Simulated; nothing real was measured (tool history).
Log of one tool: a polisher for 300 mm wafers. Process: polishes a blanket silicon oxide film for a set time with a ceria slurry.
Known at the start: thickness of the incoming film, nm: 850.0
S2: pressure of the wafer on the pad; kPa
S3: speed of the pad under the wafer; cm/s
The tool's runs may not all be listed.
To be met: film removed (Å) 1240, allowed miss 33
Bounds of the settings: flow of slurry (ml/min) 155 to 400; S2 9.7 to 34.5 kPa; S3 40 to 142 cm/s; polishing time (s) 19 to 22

{"run": 1, "day": 0.0, "flow of slurry (ml/min)": 255, "S2": 22.1, "S3": 90, "polishing time (s)": 22, "film removed (Å)": 894.7}
{"run": 2, "day": 0.1, "flow of slurry (ml/min)": 285, "S2": 22.1, "S3": 90, "polishing time (s)": 22, "film removed (Å)": 908.88}
{"run": 3, "day": 0.121, "flow of slurry (ml/min)": 285, "S2": 17.2, "S3": 90, "polishing time (s)": 22, "film removed (Å)": 763.09}
{"run": 4, "day": 0.392, "flow of slurry (ml/min)": 295, "S2": 20, "S3": 90, "polishing time (s)": 22, "film removed (Å)": 853.22}
{"run": 5, "day": 0.512, "flow of slurry (ml/min)": 295, "S2": 20, "S3": 108, "polishing time (s)": 22, "film removed (Å)": 1015.4}
{"run": 6, "day": 0.762, "flow of slurry (ml/min)": 300, "S2": 20.7, "S3": 108, "polishing time (s)": 22, "film removed (Å)": 1043.4}
{"run": 7, "day": 0.9, "flow of slurry (ml/min)": 305, "S2": 21.4, "S3": 108, "polishing time (s)": 22, "film removed (Å)": 1063.3}
{"run": 8, "day": 1.262, "flow of slurry (ml/min)": 305, "S2": 22.1, "S3": 108, "polishing time (s)": 22, "film removed (Å)": 1093.5}
{"run": 9, "day": 1.362, "flow of slurry (ml/min)": 305, "S2": 22.8, "S3": 108, "polishing time (s)": 22, "film removed (Å)": 1110.9}
{"run": 10, "day": 1.633, "flow of slurry (ml/min)": 305, "S2": 23.4, "S3": 108, "polishing time (s)": 22, "film removed (Å)": 1147.4}
{"run": 11, "day": 1.917, "flow of slurry (ml/min)": 305, "S2": 23.4, "S3": 108, "polishing time (s)": 22, "film removed (Å)": 1148.7}
{"run": 12, "day": 1.946, "flow of slurry (ml/min)": 305, "S2": 24.1, "S3": 108, "polishing time (s)": 22, "film removed (Å)": 1171.3}

Which of these 4 next moves meets every target?
{"run": "A", "day": 1.975, "flow of slurry (ml/min)": 235, "S2": 27.6, "S3": 106, "polishing time (s)": 22, "film removed (Å)": "?"}
{"run": "B", "day": 1.975, "flow of slurry (ml/min)": 390, "S2": 29.6, "S3": 98, "polishing time (s)": 20, "film removed (Å)": "?"}
{"run": "C", "day": 1.975, "flow of slurry (ml/min)": 320, "S2": 24.8, "S3": 106, "polishing time (s)": 21, "film removed (Å)": "?"}
{"run": "D", "day": 1.975, "flow of slurry (ml/min)": 335, "S2": 26.2, "S3": 96, "polishing time (s)": 22, "film removed (Å)": "?"}

move=A film_removed_(Å)=1237
move=B film_removed_(Å)=1148.9
move=C film_removed_(Å)=1123
move=D film_removed_(Å)=1115.9
A: meets every target
B: further off than the last run
C: further off than the last run
D: further off than the last run
Answer: A
